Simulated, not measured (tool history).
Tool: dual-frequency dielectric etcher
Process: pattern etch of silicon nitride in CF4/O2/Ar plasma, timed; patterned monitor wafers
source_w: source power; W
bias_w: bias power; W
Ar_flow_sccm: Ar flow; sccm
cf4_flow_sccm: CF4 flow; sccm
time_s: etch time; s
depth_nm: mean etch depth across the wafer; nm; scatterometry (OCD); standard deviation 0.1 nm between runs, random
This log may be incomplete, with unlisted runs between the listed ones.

| run | hour | source_w | bias_w | Ar_flow_sccm | cf4_flow_sccm | time_s | depth_nm |
|---|---|---|---|---|---|---|---|
| 1 | 0.0 | 570 | 48 | 78 | 127 | 13 | 26.038 |
| 2 | 5.3 | 570 | 48 | 78 | 127 | 13 | 25.898 |
| 3 | 13.7 | 570 | 48 | 78 | 113 | 13 | 25.324 |
| 4 | 19.2 | 500 | 45 | 79 | 110 | 13 | 22.623 |
| 5 | 26.0 | 500 | 45 | 88 | 110 | 13 | 22.324 |
| 6 | 26.6 | 500 | 48 | 88 | 110 | 13 | 23.161 |
| 7 | 34.8 | 460 | 44 | 88 | 107 | 13 | 20.971 |
| 8 | 40.3 | 430 | 42 | 89 | 105 | 13 | 19.464 |
| 9 | 45.9 | 430 | 42 | 89 | 105 | 13 | 19.507 |
| 10 | 54.9 | 430 | 42 | 89 | 105 | 13 | 19.347 |
| 11 | 58.6 | 410 | 41 | 89 | 105 | 13 | 18.573 |
| 12 | 62.9 | 390 | 41 | 89 | 105 | 13 | 17.953 |

Expected results for the next run?
| 13 | 66.9 | 380 | 41 | 89 | 105 | 13 | ? |

Run 13 yielded depth_nm 17.819 nm.
